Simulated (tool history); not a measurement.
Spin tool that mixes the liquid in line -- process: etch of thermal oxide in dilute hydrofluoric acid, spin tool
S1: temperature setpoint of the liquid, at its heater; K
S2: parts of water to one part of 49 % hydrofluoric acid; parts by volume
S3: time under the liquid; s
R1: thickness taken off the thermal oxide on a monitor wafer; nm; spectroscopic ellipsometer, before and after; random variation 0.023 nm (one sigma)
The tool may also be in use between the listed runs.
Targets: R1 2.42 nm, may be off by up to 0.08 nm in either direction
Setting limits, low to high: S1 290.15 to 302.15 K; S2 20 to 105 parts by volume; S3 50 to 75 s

| run | hour | S1 | S2 | S3 | R1 |
|---|---|---|---|---|---|
| 1 | 0 | 294.15 | 55 | 75 | 5.4844 |
| 2 | 1.6 | 291.65 | 55 | 75 | 4.9143 |
| 3 | 9.2 | 291.65 | 45 | 75 | 6.1047 |
| 4 | 9.9 | 291.15 | 55 | 75 | 4.8164 |
| 5 | 11.2 | 291.15 | 40 | 75 | 6.8085 |
| 6 | 14.8 | 291.15 | 50 | 75 | 5.2709 |
| 7 | 16 | 291.15 | 60 | 75 | 4.3541 |
| 8 | 19.3 | 290.15 | 85 | 75 | 2.9057 |
| 9 | 25.8 | 290.15 | 90 | 75 | 2.7216 |
| 10 | 33.4 | 290.15 | 95 | 75 | 2.5336 |

Exercise: of the 4 proposed moves below, exactly one satisfies all targets within the stated allowed misses. Which move is it?
| A | 41 | 291.65 | 90 | 70 | ? |
| B | 41 | 295.15 | 90 | 50 | ? |
| C | 41 | 290.15 | 100 | 70 | ? |
| D | 41 | 290.15 | 95 | 70 | ? |

| move | R1 |
|---|---|
| A | 2.6736 |
| B | 2.2063 |
| C | 2.2352 |
| D | 2.3652 |
A: its largest miss is bigger than the last run's
B: takes the biggest miss from the last run beyond its target
C: takes the biggest miss from the last run beyond its target
D: all results land within tolerance of their targets
The right move is D.

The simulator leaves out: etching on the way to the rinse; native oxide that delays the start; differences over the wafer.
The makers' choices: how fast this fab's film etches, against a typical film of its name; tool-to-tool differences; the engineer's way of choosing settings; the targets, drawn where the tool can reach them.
